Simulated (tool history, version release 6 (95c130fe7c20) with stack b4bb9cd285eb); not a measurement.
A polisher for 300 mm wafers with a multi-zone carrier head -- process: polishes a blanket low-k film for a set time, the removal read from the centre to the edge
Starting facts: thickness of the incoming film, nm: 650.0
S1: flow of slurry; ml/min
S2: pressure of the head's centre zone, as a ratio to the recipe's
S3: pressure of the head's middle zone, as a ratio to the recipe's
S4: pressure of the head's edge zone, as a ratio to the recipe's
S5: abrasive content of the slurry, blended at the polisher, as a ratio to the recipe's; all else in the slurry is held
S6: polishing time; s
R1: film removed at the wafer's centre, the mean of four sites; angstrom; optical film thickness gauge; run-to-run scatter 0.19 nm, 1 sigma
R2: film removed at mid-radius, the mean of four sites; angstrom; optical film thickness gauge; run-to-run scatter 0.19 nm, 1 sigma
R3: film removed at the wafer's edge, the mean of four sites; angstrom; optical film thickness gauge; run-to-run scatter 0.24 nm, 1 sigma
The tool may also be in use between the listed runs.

{"run": 1, "hour": 0.0, "S1": 185, "S2": 1.0, "S3": 1.0, "S4": 1.0, "S5": 1.0, "S6": 82, "R1": 310.1, "R2": 316.75, "R3": 302.36}
{"run": 2, "hour": 4.4, "S1": 180, "S2": 0.98, "S3": 1.01, "S4": 1.01, "S5": 0.95, "S6": 79, "R1": 291.88, "R2": 298.18, "R3": 284.74}
{"run": 3, "hour": 5.0, "S1": 175, "S2": 0.96, "S3": 1.03, "S4": 1.03, "S5": 0.95, "S6": 75, "R1": 265.62, "R2": 287.03, "R3": 267.81}
{"run": 4, "hour": 5.6, "S1": 175, "S2": 0.96, "S3": 1.03, "S4": 0.99, "S5": 0.95, "S6": 75, "R1": 266.78, "R2": 290.22, "R3": 275.39}
{"run": 5, "hour": 12.6, "S1": 170, "S2": 0.94, "S3": 1.04, "S4": 0.99, "S5": 0.9, "S6": 73, "R1": 241.16, "R2": 273.21, "R3": 251.73}
{"run": 6, "hour": 17.2, "S1": 165, "S2": 0.93, "S3": 1.04, "S4": 0.98, "S5": 0.85, "S6": 72, "R1": 234.89, "R2": 257.08, "R3": 241.05}

Predict the results of run 7:
{"run": 7, "hour": 25.8, "S1": 160, "S2": 0.92, "S3": 1.05, "S4": 1.0, "S5": 0.85, "S6": 70, "R1": "?", "R2": "?", "R3": "?"}

{"run 7": {"R1": 215.47, "R2": 243.42, "R3": 228.61}}
